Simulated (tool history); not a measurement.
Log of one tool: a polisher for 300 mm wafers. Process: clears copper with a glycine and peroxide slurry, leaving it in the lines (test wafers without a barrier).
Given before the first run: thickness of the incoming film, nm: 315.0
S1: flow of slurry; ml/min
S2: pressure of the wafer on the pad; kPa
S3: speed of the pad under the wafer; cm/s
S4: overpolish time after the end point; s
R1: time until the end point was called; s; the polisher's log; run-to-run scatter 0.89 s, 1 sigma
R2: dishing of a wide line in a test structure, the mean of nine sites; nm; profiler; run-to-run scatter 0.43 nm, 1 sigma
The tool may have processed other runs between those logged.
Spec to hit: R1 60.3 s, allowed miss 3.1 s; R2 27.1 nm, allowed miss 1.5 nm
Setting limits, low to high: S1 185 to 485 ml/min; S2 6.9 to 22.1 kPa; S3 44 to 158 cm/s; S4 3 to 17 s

run,day,S1,S2,S3,S4,R1,R2
1,0,310,14.5,100,9,75.607,26.116
2,0.217,310,11,100,9,90.226,23.168
3,0.358,310,12.4,102,9,78.756,24.995
4,0.504,310,13.1,102,9,78.106,24.816
5,0.779,310,13.1,102,6,77.809,18.293
6,0.962,310,13.8,102,6,77.328,18.982
7,1.325,310,14.5,102,6,74.345,19.31
8,1.379,310,14.5,102,6,74.858,19.957
9,1.683,310,15.2,102,6,72.874,20.38
10,2.058,310,15.9,102,6,70.755,20.504
11,2.267,310,16.5,102,6,70.464,20.596
12,2.629,310,17.2,102,6,66.427,21.197
13,2.933,310,17.9,102,6,66.301,21.597
14,2.983,310,18.6,102,6,65.839,22.09

Exercise: of the 5 proposed moves below, exactly one satisfies all targets within the stated allowed misses. Which move is it?
A,3.033,365,22.1,94,6,?,?
B,3.033,365,19.3,106,8,?,?
C,3.033,310,17.2,96,9,?,?
D,3.033,250,18.6,92,8,?,?
E,3.033,300,17.9,116,10,?,?

move,R1,R2
A,60.184,22.32
B,60.376,26.81
C,70.289,26.433
D,70.539,24.456
E,60.385,30.344
A: just as far off the targets as the last run
B: every result lands within tolerance
C: gets the furthest-off result to its target, but another result is out of tolerance
D: just as far off the targets as the last run
E: takes the biggest miss from the last run beyond its target
Answer: B
